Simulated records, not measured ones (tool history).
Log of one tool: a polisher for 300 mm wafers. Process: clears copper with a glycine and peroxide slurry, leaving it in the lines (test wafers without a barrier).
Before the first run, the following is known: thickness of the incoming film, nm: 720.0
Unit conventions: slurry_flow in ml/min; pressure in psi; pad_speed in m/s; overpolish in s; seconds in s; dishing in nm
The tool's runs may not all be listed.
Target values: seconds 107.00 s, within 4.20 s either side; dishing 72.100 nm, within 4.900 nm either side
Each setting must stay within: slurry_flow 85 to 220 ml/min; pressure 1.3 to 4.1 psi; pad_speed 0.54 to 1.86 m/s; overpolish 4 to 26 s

run	hour	slurry_flow	pressure	pad_speed	overpolish	seconds	dishing
1	0.0	140	2.7	1.18	13	145.43	44.321
2	7.2	140	2.7	1.18	10	148.24	36.587
3	8.7	140	2.5	1.18	10	152.62	33.432
4	10.2	140	2.5	1.38	10	141.34	35.988
5	17.1	140	2.5	1.14	10	162.26	32.684
6	20.7	140	2.5	1.14	14	162.39	45.185
7	25.4	140	2.6	1.14	14	154.61	47.404
8	26.6	160	3.3	1.16	16	122.73	61.055
9	32.9	160	3.6	1.16	17	111.29	68.989

Next run, 4 choices. One meets every target within its allowed miss, the rest don't. Which?
A	39.2	125	3.2	1.46	24	?	?
B	39.2	170	3.7	1.18	17	?	?
C	39.2	135	3.9	1.18	22	?	?
D	39.2	165	3.7	1.32	21	?	?

move	seconds	dishing
A	118.44	83.655
B	107.07	72.265
C	109.05	85.210
D	101.52	86.013
A: lands further from the targets than the last run did
B: all results land within tolerance of their targets
C: the worst result of the last run now meets its target, but another is out of spec
D: takes the biggest miss from the last run beyond its target
Correct choice: B, which meets every target
